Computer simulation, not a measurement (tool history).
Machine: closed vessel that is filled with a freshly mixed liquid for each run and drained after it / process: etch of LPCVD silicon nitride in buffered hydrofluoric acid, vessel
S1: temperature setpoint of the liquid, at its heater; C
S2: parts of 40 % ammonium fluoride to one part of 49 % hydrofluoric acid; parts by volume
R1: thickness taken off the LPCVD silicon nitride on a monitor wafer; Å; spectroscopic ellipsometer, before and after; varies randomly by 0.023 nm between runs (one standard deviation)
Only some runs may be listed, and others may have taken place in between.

Run 1, hour 0: S1 20 C, S2 22.5 parts by volume, time in the liquid (s) 810. Result: R1 45.006 Å.
Run 2, hour 5.3: S1 20 C, S2 22.5 parts by volume, time in the liquid (s) 600. Result: R1 33.236 Å.
Run 3, hour 11.4: S1 22.5 C, S2 20.5 parts by volume, time in the liquid (s) 600. Result: R1 40.556 Å.
Run 4, hour 19.2: S1 20 C, S2 20.5 parts by volume, time in the liquid (s) 600. Result: R1 35.424 Å.
Run 5, hour 27.4: S1 22.5 C, S2 17 parts by volume, time in the liquid (s) 610. Result: R1 49.27 Å.
Run 6, hour 31.5: S1 24 C, S2 17 parts by volume, time in the liquid (s) 610. Result: R1 53.29 Å.
Run 7, hour 38.6: S1 25 C, S2 17 parts by volume, time in the liquid (s) 610. Result: R1 56.712 Å.
Run 8, hour 43.2: S1 25.5 C, S2 17 parts by volume, time in the liquid (s) 610. Result: R1 58.247 Å.

Run 9 is up next; what results do you expect?
Run 9, hour 45.7: S1 26 C, S2 17 parts by volume, time in the liquid (s) 610. Result: R1 ?.

For run 9 the tool returned R1 59.915 Å.

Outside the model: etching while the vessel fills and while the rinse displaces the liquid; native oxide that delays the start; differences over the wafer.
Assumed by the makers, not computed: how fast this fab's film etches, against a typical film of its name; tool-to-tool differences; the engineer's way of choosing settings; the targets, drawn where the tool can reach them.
